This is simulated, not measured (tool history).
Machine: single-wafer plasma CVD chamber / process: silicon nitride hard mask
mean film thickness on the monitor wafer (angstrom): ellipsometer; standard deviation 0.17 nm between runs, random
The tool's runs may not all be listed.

run	day	heater temperature setpoint (deg C)	chamber pressure (mTorr)	RF power (W)	deposition time (s)	mean film thickness on the monitor wafer (angstrom)
1	0	415	1200	360	52.4	623.4
2	0.262	415	1280	360	52.4	634.87
3	0.508	415	1380	360	52.4	640.93
4	0.779	415	1380	360	52.4	639.88
5	0.921	415	1350	340	52	601.37
6	1.2	415	1500	340	52	620

Run 7 has not been measured yet. What should we expect?
7	1.508	415	1460	325	51.8	?

mean film thickness on the monitor wafer (angstrom): 587.82
